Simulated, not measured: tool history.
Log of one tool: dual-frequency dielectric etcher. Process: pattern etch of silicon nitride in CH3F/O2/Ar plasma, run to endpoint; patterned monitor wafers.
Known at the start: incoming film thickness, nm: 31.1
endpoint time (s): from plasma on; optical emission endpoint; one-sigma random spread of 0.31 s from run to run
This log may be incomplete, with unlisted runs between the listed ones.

{"run": 1, "hour": 0.0, "source power (kW)": 0.44, "bias power (kW)": 0.085, "endpoint time (s)": 44.261}
{"run": 2, "hour": 8.0, "source power (kW)": 0.46, "bias power (kW)": 0.086, "endpoint time (s)": 44.035}
{"run": 3, "hour": 9.3, "source power (kW)": 0.47, "bias power (kW)": 0.089, "endpoint time (s)": 42.501}
{"run": 4, "hour": 14.8, "source power (kW)": 0.47, "bias power (kW)": 0.075, "endpoint time (s)": 45.734}
{"run": 5, "hour": 15.4, "source power (kW)": 0.49, "bias power (kW)": 0.077, "endpoint time (s)": 44.458}
{"run": 6, "hour": 23.1, "source power (kW)": 0.43, "bias power (kW)": 0.077, "endpoint time (s)": 47.038}
{"run": 7, "hour": 31.9, "source power (kW)": 0.45, "bias power (kW)": 0.078, "endpoint time (s)": 45.376}

Expected results for the next run?
{"run": 8, "hour": 35.0, "source power (kW)": 0.47, "bias power (kW)": 0.08, "endpoint time (s)": "?"}

endpoint time (s): 44.970
